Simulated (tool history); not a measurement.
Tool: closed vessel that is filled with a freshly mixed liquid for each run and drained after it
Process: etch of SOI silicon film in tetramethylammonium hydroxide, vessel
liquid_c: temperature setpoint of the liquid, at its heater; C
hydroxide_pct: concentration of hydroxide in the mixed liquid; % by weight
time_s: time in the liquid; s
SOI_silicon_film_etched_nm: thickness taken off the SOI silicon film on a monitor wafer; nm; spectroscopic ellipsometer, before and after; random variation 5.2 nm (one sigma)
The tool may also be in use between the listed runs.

run  hour  liquid_c  hydroxide_pct  time_s  SOI_silicon_film_etched_nm
  1     0        70             16     100                      626.17
  2   4.4        70             16     110                      687.45
  3  10.8        70             16     100                      624.72
  4  12.7        70             14     100                      664.69
  5  18.5        70             14     110                      735.61
  6  20.6      71.5             14     110                      796.35
  7  28.4        73             14     110                      866.33
  8  36.2      73.5             14     110                      891.33
  9  39.3        74             14     110                      922.56

Run 10 comes next. What will it give?
 10  46.7      74.5             14     110                           ?

Run 10 gave SOI_silicon_film_etched_nm 945.6 nm.

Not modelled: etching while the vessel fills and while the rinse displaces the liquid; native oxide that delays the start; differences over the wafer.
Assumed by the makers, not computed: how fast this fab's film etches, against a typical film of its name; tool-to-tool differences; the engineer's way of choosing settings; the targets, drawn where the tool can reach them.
